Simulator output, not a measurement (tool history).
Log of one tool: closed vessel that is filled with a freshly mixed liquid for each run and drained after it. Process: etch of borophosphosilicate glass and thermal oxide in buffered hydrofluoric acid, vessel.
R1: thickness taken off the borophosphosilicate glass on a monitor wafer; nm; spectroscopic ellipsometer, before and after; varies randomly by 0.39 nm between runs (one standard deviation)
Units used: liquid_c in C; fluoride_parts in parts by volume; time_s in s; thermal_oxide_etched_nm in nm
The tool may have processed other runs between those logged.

{"run": 1, "day": 0.0, "liquid_c": 24.0, "fluoride_parts": 22.5, "time_s": 60, "R1": 45.356, "thermal_oxide_etched_nm": 29.603}
{"run": 2, "day": 0.133, "liquid_c": 26.5, "fluoride_parts": 21.5, "time_s": 60, "R1": 53.908, "thermal_oxide_etched_nm": 34.999}
{"run": 3, "day": 0.492, "liquid_c": 26.5, "fluoride_parts": 27.5, "time_s": 60, "R1": 45.542, "thermal_oxide_etched_nm": 29.469}
{"run": 4, "day": 0.779, "liquid_c": 26.5, "fluoride_parts": 27.5, "time_s": 85, "R1": 64.892, "thermal_oxide_etched_nm": 42.005}
{"run": 5, "day": 0.892, "liquid_c": 27.5, "fluoride_parts": 27.5, "time_s": 85, "R1": 68.761, "thermal_oxide_etched_nm": 44.049}
{"run": 6, "day": 1.129, "liquid_c": 28.0, "fluoride_parts": 27.5, "time_s": 85, "R1": 69.725, "thermal_oxide_etched_nm": 45.315}
{"run": 7, "day": 1.246, "liquid_c": 28.5, "fluoride_parts": 27.5, "time_s": 85, "R1": 71.19, "thermal_oxide_etched_nm": 46.847}

What does the tool deliver on the next run?
{"day": 1.433, "done": "thermometer replaced"}
{"run": 8, "day": 1.433, "liquid_c": 30.5, "fluoride_parts": 27.0, "time_s": 85, "R1": "?", "thermal_oxide_etched_nm": "?"}

Run 8 gave R1 86.711 nm, thermal_oxide_etched_nm 56.898 nm.

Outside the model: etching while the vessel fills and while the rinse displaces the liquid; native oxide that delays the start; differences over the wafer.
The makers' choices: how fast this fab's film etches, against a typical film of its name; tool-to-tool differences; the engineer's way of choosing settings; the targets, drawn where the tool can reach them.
